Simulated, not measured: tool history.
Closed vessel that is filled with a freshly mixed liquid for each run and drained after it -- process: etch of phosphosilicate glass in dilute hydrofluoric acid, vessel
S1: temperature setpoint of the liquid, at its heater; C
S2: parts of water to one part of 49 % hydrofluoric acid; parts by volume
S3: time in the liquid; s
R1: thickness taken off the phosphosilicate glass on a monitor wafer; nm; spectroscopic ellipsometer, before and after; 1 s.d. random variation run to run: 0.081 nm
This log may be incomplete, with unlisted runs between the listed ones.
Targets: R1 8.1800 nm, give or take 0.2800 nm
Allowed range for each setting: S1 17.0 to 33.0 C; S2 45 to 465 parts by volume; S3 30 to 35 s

run,hour,S1,S2,S3,R1
1,0.0,25.0,255,35,14.7230
2,2.7,21.5,255,35,13.2050
3,6.1,21.5,210,35,16.2800
4,8.6,20.5,240,35,13.4080
5,11.8,22.5,240,35,14.6280
6,14.6,21.5,260,35,13.0460
7,19.6,20.5,280,35,11.1790
8,25.7,20.0,290,35,10.6450
9,30.2,19.5,300,35,9.8838
10,32.3,19.0,305,35,9.4920
11,36.8,18.5,310,35,9.3479

4 next moves are on the table. One of them brings every result within its allowed miss. Which?
A,41.3,18.5,345,35,?
B,41.3,23.0,310,35,?
C,41.3,20.5,305,30,?
D,41.3,22.5,290,35,?

move,R1
A,8.0476
B,10.8500
C,8.6775
D,11.6010
A: meets every target
B: misses by more than the last run did
C: gains on the last run, yet a result remains outside its allowed miss
D: misses by more than the last run did
Answer: A
